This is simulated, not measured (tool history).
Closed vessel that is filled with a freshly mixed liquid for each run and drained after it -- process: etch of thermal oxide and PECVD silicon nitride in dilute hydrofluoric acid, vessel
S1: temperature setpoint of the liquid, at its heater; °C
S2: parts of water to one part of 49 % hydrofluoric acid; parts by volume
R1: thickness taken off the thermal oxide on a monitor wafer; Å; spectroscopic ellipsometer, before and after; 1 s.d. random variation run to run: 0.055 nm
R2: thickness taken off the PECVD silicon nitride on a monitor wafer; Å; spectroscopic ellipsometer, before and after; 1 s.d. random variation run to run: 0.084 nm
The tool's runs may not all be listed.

{"run": 1, "hour": 0.0, "S1": 22.0, "S2": 285, "time in the liquid (s)": 450, "R1": 56.16, "R2": 83.586}
{"run": 2, "hour": 4.1, "S1": 22.0, "S2": 245, "time in the liquid (s)": 450, "R1": 68.549, "R2": 97.262}
{"run": 3, "hour": 13.0, "S1": 22.0, "S2": 300, "time in the liquid (s)": 450, "R1": 52.617, "R2": 78.321}
{"run": 4, "hour": 20.9, "S1": 18.5, "S2": 300, "time in the liquid (s)": 450, "R1": 46.412, "R2": 64.156}
{"run": 5, "hour": 25.6, "S1": 18.5, "S2": 215, "time in the liquid (s)": 450, "R1": 70.755, "R2": 88.012}
{"run": 6, "hour": 34.4, "S1": 19.5, "S2": 195, "time in the liquid (s)": 440, "R1": 80.801, "R2": 101.29}

What does the tool deliver on the next run?
{"run": 7, "hour": 43.3, "S1": 20.0, "S2": 185, "time in the liquid (s)": 435, "R1": "?", "R2": "?"}

R1: 86.452 Å
R2: 106.420 Å
